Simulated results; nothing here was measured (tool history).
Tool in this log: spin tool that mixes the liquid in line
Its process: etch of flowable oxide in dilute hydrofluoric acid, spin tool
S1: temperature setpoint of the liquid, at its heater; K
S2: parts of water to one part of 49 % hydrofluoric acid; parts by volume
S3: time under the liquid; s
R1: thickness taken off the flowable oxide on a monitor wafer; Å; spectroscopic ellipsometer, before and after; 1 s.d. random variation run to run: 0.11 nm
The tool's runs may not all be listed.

run  hour      S1   S2  S3       R1
  1   0.0  299.15  140  15   68.449
  2   8.4  300.65  130  15   80.543
  3  15.2  297.65  130  15   71.110
  4  19.1  299.15  125  15   79.042
  5  26.8  300.65  120  15   87.479
  6  30.2  301.65  115  15   95.967
  7  37.9  302.65  115  15   99.758
  8  40.2  303.65  115  15  103.400
  9  45.8  304.15  115  15  106.020
 10  46.6  304.65  115  15  106.660

Run 11 has not been measured yet. What should we expect?
 11  51.4  305.15  115  15   ?

R1: 107.610 Å

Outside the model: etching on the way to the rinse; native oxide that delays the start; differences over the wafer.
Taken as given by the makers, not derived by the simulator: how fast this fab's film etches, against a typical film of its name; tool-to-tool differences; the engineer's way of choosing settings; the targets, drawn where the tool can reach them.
